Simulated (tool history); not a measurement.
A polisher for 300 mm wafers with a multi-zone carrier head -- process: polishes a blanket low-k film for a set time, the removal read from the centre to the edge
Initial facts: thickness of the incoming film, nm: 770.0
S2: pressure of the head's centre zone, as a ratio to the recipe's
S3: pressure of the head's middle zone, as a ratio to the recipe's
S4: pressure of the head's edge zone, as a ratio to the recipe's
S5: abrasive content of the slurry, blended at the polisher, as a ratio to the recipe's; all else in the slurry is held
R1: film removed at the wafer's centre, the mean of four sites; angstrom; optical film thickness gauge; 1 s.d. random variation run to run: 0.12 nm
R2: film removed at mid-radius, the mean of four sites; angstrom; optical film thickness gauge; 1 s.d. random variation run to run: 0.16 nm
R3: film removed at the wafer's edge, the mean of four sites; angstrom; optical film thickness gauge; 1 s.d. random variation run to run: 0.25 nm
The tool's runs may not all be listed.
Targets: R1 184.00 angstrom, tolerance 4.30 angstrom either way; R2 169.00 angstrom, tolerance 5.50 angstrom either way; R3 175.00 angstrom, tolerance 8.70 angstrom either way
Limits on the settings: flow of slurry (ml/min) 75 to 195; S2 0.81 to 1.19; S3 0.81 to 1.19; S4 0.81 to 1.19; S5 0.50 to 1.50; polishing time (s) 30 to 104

run 1 hour=0.0 | flow_of_slurry_(ml/min)=125 S2=1.00 S3=1.00 S4=1.00 S5=1.00 polishing_time_(s)=67 | R1=190.43 R2=199.33 R3=198.68
run 2 hour=7.5 | flow_of_slurry_(ml/min)=125 S2=1.00 S3=1.00 S4=1.00 S5=1.00 polishing_time_(s)=79 | R1=226.23 R2=231.44 R3=226.95
run 3 hour=14.7 | flow_of_slurry_(ml/min)=115 S2=1.00 S3=0.96 S4=0.95 S5=0.90 polishing_time_(s)=79 | R1=214.44 R2=211.79 R3=213.15
run 4 hour=16.7 | flow_of_slurry_(ml/min)=115 S2=1.00 S3=1.03 S4=0.95 S5=0.90 polishing_time_(s)=79 | R1=210.24 R2=220.40 R3=210.43
run 5 hour=17.6 | flow_of_slurry_(ml/min)=115 S2=1.07 S3=1.03 S4=0.95 S5=0.90 polishing_time_(s)=79 | R1=227.45 R2=222.09 R3=209.56
run 6 hour=18.8 | flow_of_slurry_(ml/min)=105 S2=1.05 S3=0.99 S4=0.92 S5=0.80 polishing_time_(s)=79 | R1=208.44 R2=200.11 R3=192.58
run 7 hour=21.8 | flow_of_slurry_(ml/min)=105 S2=1.05 S3=0.99 S4=0.92 S5=0.80 polishing_time_(s)=79 | R1=207.63 R2=196.99 R3=194.59
run 8 hour=29.4 | flow_of_slurry_(ml/min)=100 S2=1.04 S3=0.97 S4=0.90 S5=0.75 polishing_time_(s)=79 | R1=193.40 R2=187.70 R3=183.17
run 9 hour=34.5 | flow_of_slurry_(ml/min)=95 S2=1.04 S3=0.95 S4=0.90 S5=0.75 polishing_time_(s)=79 | R1=193.19 R2=179.57 R3=184.96
run 10 hour=36.4 | flow_of_slurry_(ml/min)=80 S2=1.03 S3=0.94 S4=0.84 S5=0.70 polishing_time_(s)=79 | R1=176.14 R2=166.07 R3=163.76

Which of these 4 next moves meets every target?
run A hour=38.3 | flow_of_slurry_(ml/min)=85 S2=1.09 S3=0.97 S4=0.81 S5=0.70 polishing_time_(s)=77 | R1=? R2=? R3=?
run B hour=38.3 | flow_of_slurry_(ml/min)=80 S2=1.12 S3=0.89 S4=0.84 S5=0.65 polishing_time_(s)=78 | R1=? R2=? R3=?
run C hour=38.3 | flow_of_slurry_(ml/min)=75 S2=1.08 S3=0.95 S4=0.91 S5=0.85 polishing_time_(s)=73 | R1=? R2=? R3=?
run D hour=38.3 | flow_of_slurry_(ml/min)=80 S2=1.04 S3=0.92 S4=0.85 S5=0.65 polishing_time_(s)=79 | R1=? R2=? R3=?

move=A R1=184.54 R2=169.34 R3=160.55
move=B R1=181.67 R2=151.38 R3=157.67
move=C R1=183.82 R2=168.15 R3=172.80
move=D R1=170.80 R2=157.66 R3=160.47
A: meets the target for the result that was furthest off, but another lies outside its allowed miss
B: meets the target for the result that was furthest off, but another lies outside its allowed miss
C: all results in spec
D: moves away from the targets compared with the last run
So the answer is move C, the one that meets all the targets.
